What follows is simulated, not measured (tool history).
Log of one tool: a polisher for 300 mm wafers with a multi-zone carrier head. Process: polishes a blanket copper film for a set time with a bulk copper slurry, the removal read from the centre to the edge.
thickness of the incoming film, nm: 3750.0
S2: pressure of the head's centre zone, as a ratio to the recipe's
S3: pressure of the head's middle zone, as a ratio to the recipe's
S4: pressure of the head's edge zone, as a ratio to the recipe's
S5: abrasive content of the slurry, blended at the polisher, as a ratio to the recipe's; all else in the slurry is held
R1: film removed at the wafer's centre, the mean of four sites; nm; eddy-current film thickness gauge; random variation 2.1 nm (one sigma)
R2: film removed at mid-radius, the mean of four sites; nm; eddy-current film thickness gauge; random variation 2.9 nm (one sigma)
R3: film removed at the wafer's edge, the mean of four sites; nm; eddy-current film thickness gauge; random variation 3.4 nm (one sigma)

run 1 hour=0 | flow_of_slurry_(ml/min)=300 S2=1 S3=1 S4=1 S5=1 polishing_time_(s)=47 | R1=255.48 R2=253.54 R3=248.2
run 2 hour=7 | flow_of_slurry_(ml/min)=300 S2=1 S3=1 S4=0.93 S5=1 polishing_time_(s)=47 | R1=260.08 R2=250.69 R3=240.2
run 3 hour=10.6 | flow_of_slurry_(ml/min)=295 S2=0.96 S3=1 S4=0.94 S5=0.95 polishing_time_(s)=47 | R1=238.77 R2=252.43 R3=237.73
run 4 hour=14.9 | flow_of_slurry_(ml/min)=290 S2=0.94 S3=0.98 S4=0.94 S5=0.95 polishing_time_(s)=47 | R1=238.34 R2=248.55 R3=237.7
run 5 hour=20.8 | flow_of_slurry_(ml/min)=285 S2=0.92 S3=0.97 S4=0.95 S5=0.9 polishing_time_(s)=47 | R1=230.5 R2=238.48 R3=246.9
run 6 hour=21.7 | flow_of_slurry_(ml/min)=285 S2=0.92 S3=1.01 S4=0.95 S5=0.9 polishing_time_(s)=47 | R1=231.09 R2=252.24 R3=240.34
run 7 hour=25.5 | flow_of_slurry_(ml/min)=285 S2=0.91 S3=1 S4=0.94 S5=0.85 polishing_time_(s)=47 | R1=226.85 R2=246.04 R3=234.99
run 8 hour=26.8 | flow_of_slurry_(ml/min)=285 S2=0.9 S3=1 S4=0.94 S5=0.85 polishing_time_(s)=47 | R1=223.89 R2=243.82 R3=229.49

The next listed run, before its measurement:
run 9 hour=31.7 | flow_of_slurry_(ml/min)=280 S2=0.89 S3=0.99 S4=0.95 S5=0.85 polishing_time_(s)=47 | R1=? R2=? R3=?

{"run 9": {"R1": 217.89, "R2": 239.53, "R3": 230}}
